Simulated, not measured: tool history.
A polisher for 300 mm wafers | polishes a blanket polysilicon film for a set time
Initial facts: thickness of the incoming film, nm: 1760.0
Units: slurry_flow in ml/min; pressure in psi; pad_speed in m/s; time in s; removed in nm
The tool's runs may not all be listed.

{"run": 1, "day": 0.0, "slurry_flow": 215, "pressure": 3.1, "pad_speed": 0.96, "time": 40, "removed": 406.45}
{"run": 2, "day": 0.054, "slurry_flow": 245, "pressure": 3.1, "pad_speed": 0.96, "time": 40, "removed": 410.08}
{"run": 3, "day": 0.267, "slurry_flow": 245, "pressure": 2.8, "pad_speed": 0.96, "time": 40, "removed": 374.99}
{"run": 4, "day": 0.525, "slurry_flow": 245, "pressure": 2.6, "pad_speed": 0.94, "time": 40, "removed": 348.34}
{"run": 5, "day": 0.842, "slurry_flow": 245, "pressure": 2.6, "pad_speed": 0.78, "time": 40, "removed": 286.21}
{"run": 6, "day": 1.117, "slurry_flow": 215, "pressure": 2.6, "pad_speed": 0.78, "time": 40, "removed": 277.62}
{"run": 7, "day": 1.375, "slurry_flow": 215, "pressure": 2.5, "pad_speed": 0.78, "time": 40, "removed": 262.96}
{"run": 8, "day": 1.604, "slurry_flow": 210, "pressure": 2.4, "pad_speed": 0.78, "time": 40, "removed": 254.42}
{"run": 9, "day": 1.862, "slurry_flow": 205, "pressure": 2.3, "pad_speed": 0.78, "time": 40, "removed": 253.03}
{"run": 10, "day": 1.933, "slurry_flow": 205, "pressure": 2.2, "pad_speed": 0.78, "time": 40, "removed": 232.95}
{"run": 11, "day": 1.958, "slurry_flow": 200, "pressure": 2.2, "pad_speed": 0.78, "time": 40, "removed": 232.19}
{"run": 12, "day": 2.05, "slurry_flow": 195, "pressure": 2.2, "pad_speed": 0.78, "time": 40, "removed": 235.46}
{"run": 13, "day": 2.267, "slurry_flow": 195, "pressure": 2.1, "pad_speed": 0.78, "time": 40, "removed": 224.38}

Run 14 has not been measured yet. What should we expect?
{"run": 14, "day": 2.408, "slurry_flow": 190, "pressure": 2.1, "pad_speed": 0.78, "time": 40, "removed": "?"}

Run 14 yielded removed 223.44 nm.

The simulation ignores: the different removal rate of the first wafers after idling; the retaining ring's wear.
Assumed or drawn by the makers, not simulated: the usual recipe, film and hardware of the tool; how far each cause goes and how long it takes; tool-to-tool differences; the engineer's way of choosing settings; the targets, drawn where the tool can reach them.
